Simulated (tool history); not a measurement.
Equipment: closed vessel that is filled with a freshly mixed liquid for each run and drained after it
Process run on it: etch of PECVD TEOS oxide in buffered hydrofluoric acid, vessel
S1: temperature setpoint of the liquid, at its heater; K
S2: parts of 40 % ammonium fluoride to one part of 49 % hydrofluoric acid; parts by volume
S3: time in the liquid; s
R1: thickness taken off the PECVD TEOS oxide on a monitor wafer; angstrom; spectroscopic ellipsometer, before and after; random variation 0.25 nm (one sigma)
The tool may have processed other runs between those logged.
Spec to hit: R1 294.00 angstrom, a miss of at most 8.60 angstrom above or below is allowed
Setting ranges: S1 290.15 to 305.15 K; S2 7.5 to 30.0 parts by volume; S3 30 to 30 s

{"run": 1, "hour": 0.0, "S1": 298.15, "S2": 22.0, "S3": 30, "R1": 446.15}
{"run": 2, "hour": 3.8, "S1": 299.15, "S2": 22.0, "S3": 30, "R1": 469.63}
{"run": 3, "hour": 6.5, "S1": 299.15, "S2": 22.0, "S3": 30, "R1": 464.66}
{"run": 4, "hour": 9.7, "S1": 299.15, "S2": 22.0, "S3": 30, "R1": 473.99}
{"run": 5, "hour": 12.0, "S1": 299.15, "S2": 18.5, "S3": 30, "R1": 547.47}
{"run": 6, "hour": 16.1, "S1": 301.65, "S2": 18.5, "S3": 30, "R1": 617.02}
{"run": 7, "hour": 25.4, "S1": 300.65, "S2": 19.0, "S3": 30, "R1": 571.48}
{"run": 8, "hour": 30.9, "S1": 299.65, "S2": 19.5, "S3": 30, "R1": 528.95}
{"run": 9, "hour": 36.4, "S1": 298.65, "S2": 20.0, "S3": 30, "R1": 484.87}
{"run": 10, "hour": 37.9, "S1": 297.65, "S2": 20.0, "S3": 30, "R1": 461.49}
{"run": 11, "hour": 44.1, "S1": 297.15, "S2": 20.0, "S3": 30, "R1": 450.91}
{"run": 12, "hour": 46.7, "S1": 296.65, "S2": 20.0, "S3": 30, "R1": 437.14}
{"run": 13, "hour": 54.7, "S1": 296.15, "S2": 20.0, "S3": 30, "R1": 425.22}
{"run": 14, "hour": 60.3, "S1": 295.65, "S2": 20.0, "S3": 30, "R1": 417.28}
{"run": 15, "hour": 62.9, "S1": 295.15, "S2": 20.0, "S3": 30, "R1": 405.41}
{"run": 16, "hour": 72.0, "S1": 294.65, "S2": 20.0, "S3": 30, "R1": 389.9}
{"run": 17, "hour": 73.4, "S1": 294.15, "S2": 20.0, "S3": 30, "R1": 380.81}
{"run": 18, "hour": 75.8, "S1": 290.15, "S2": 22.0, "S3": 30, "R1": 281.13}

Of the 4 settings listed for the next run, only one would bring every result within its allowed miss of target. Which one?
{"run": "A", "hour": 78.2, "S1": 290.15, "S2": 23.5, "S3": 30, "R1": "?"}
{"run": "B", "hour": 78.2, "S1": 290.15, "S2": 23.0, "S3": 30, "R1": "?"}
{"run": "C", "hour": 78.2, "S1": 291.15, "S2": 23.0, "S3": 30, "R1": "?"}
{"run": "D", "hour": 78.2, "S1": 292.15, "S2": 27.0, "S3": 30, "R1": "?"}

move=A R1=270.85
move=B R1=274.91
move=C R1=291.07
move=D R1=275.73
A: moves away from the targets compared with the last run
B: moves away from the targets compared with the last run
C: in spec on every target
D: moves away from the targets compared with the last run
Correct choice: C, which meets every target
